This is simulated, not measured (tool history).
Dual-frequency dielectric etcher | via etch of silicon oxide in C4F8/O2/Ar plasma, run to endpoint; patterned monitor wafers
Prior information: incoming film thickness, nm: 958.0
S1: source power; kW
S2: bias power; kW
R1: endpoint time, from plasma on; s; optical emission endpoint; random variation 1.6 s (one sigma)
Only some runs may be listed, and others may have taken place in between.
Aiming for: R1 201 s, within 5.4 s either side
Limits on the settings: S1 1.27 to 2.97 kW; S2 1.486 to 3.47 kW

run,hour,S1,S2,R1
1,0,2.12,2.478,171.03
2,3.4,2.12,2.876,162.21
3,11.9,1.87,2.697,178.3
4,14.2,1.66,2.697,192.22
5,22.1,1.43,2.697,211.12
6,27,1.74,2.697,187.69
7,29.9,1.68,2.683,191.03
8,30.6,1.68,2.683,191.08
9,36.9,1.68,2.683,190.8
10,44.3,1.63,2.672,192.99

Pick the move, out of 5, that brings all results within their allowed miss; only one does.
A,51.7,1.43,2.571,?
B,51.7,1.35,2.783,?
C,51.7,1.92,2.472,?
D,51.7,1.52,2.793,?
E,51.7,1.73,2.651,?

move,R1
A,213.93
B,214.63
C,182.06
D,198.34
E,187.56
A: takes the biggest miss from the last run beyond its target
B: takes the biggest miss from the last run beyond its target
C: lands further from the targets than the last run did
D: in spec on every target
E: lands further from the targets than the last run did
Answer: D
